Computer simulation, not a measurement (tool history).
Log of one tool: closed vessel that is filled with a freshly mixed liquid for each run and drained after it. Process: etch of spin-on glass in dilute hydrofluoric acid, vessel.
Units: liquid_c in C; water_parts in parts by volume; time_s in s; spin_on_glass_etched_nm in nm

| run | hour | liquid_c | water_parts | time_s | spin_on_glass_etched_nm |
|---|---|---|---|---|---|
| 1 | 0 | 24 | 275 | 700 | 42.62 |
| 2 | 2.1 | 25 | 270 | 700 | 45.283 |
| 3 | 6.9 | 23 | 270 | 700 | 42.233 |
| 4 | 11.7 | 24.5 | 270 | 700 | 44.49 |
| 5 | 16.3 | 25.5 | 265 | 700 | 47.053 |
| 6 | 18.1 | 26.5 | 260 | 700 | 49.915 |

Run 7 comes next. What will it give?
| 7 | 21.6 | 27 | 255 | 700 | ? |

{"run 7": {"spin_on_glass_etched_nm": 52.262}}

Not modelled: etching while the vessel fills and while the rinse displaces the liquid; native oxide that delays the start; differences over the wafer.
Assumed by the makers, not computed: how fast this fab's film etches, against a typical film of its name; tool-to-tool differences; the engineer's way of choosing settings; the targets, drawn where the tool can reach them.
